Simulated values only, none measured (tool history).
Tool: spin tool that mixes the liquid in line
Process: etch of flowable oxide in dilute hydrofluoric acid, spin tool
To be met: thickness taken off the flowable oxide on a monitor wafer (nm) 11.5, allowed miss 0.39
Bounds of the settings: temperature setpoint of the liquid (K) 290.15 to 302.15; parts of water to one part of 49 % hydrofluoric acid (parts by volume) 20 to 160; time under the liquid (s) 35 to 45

run  hour  temperature setpoint of the liquid (K)  parts of water to one part of 49 % hydrofluoric acid (parts by volume)  time under the liquid (s)  thickness taken off the flowable oxide on a monitor wafer (nm)
  1     0                                  294.15                                                                      90                         45                                                          19.937
  2   3.2                                  294.15                                                                      90                         35                                                          15.341
  3   9.9                                  297.15                                                                      90                         35                                                          17.154
  4    12                                  296.15                                                                      95                         35                                                          15.618
  5  19.2                                  295.65                                                                     100                         35                                                          14.321
  6  25.6                                  295.15                                                                     100                         35                                                          14.055
  7  28.6                                  294.15                                                                     100                         35                                                          13.672
  8  33.5                                  293.65                                                                     100                         35                                                          13.228
  9  35.7                                  293.15                                                                     100                         35                                                          12.999
 10  39.1                                  292.65                                                                     100                         35                                                          12.754
 11  39.9                                  292.15                                                                     100                         35                                                           12.57
 12  43.8                                  291.65                                                                     100                         35                                                          12.219

4 next moves are on the table. One of them brings every result within its allowed miss. Which?
  A  47.7                                  291.15                                                                     110                         40                                                               ?
  B  47.7                                  293.15                                                                     105                         35                                                               ?
  C  47.7                                  290.15                                                                     105                         40                                                               ?
  D  47.7                                  292.15                                                                     120                         40                                                               ?

move  thickness taken off the flowable oxide on a monitor wafer (nm)
   A                                                           12.27
   B                                                          12.281
   C                                                          12.392
   D                                                          11.599
A: further off than the last run
B: further off than the last run
C: further off than the last run
D: meets every target
The right move is D.

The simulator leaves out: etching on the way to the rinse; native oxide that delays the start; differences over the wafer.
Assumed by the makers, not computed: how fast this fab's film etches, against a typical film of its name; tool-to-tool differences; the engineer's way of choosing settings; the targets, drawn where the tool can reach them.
